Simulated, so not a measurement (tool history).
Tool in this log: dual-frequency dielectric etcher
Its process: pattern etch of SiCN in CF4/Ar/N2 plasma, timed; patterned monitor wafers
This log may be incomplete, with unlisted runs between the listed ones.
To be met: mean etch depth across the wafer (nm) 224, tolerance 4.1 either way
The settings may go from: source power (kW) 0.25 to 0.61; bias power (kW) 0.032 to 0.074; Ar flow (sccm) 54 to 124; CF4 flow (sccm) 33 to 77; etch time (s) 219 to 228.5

| run | hour | source power (kW) | bias power (kW) | Ar flow (sccm) | CF4 flow (sccm) | etch time (s) | mean etch depth across the wafer (nm) |
|---|---|---|---|---|---|---|---|
| 1 | 0 | 0.43 | 0.053 | 89 | 55 | 219 | 165.82 |
| 2 | 1.6 | 0.47 | 0.053 | 89 | 55 | 219 | 180.1 |
| 3 | 2.9 | 0.51 | 0.053 | 89 | 55 | 219 | 197.84 |
| 4 | 11.9 | 0.52 | 0.053 | 89 | 55 | 219 | 202.14 |
| 5 | 19.9 | 0.52 | 0.053 | 89 | 55 | 219 | 201.61 |
| 6 | 20.6 | 0.53 | 0.053 | 89 | 55 | 219 | 205.13 |
| 7 | 28.1 | 0.54 | 0.053 | 89 | 55 | 219 | 207.94 |
| 8 | 31.6 | 0.55 | 0.053 | 89 | 55 | 219 | 215.87 |
| 9 | 36.7 | 0.56 | 0.053 | 89 | 55 | 219 | 218.71 |

Consider the 4 candidate settings below. Which is the only one whose results all fall within their allowed miss of target?
| A | 41.8 | 0.56 | 0.052 | 93 | 54 | 219 | ? |
| B | 41.8 | 0.57 | 0.047 | 88 | 61 | 225.5 | ? |
| C | 41.8 | 0.54 | 0.055 | 92 | 58 | 220 | ? |
| D | 41.8 | 0.51 | 0.057 | 105 | 69 | 224 | ? |

| move | mean etch depth across the wafer (nm) |
|---|---|
| A | 214.75 |
| B | 223.34 |
| C | 215.8 |
| D | 212.03 |
A: lands further from the targets than the last run did
B: each result inside its tolerance
C: lands further from the targets than the last run did
D: lands further from the targets than the last run did
The right move is B.
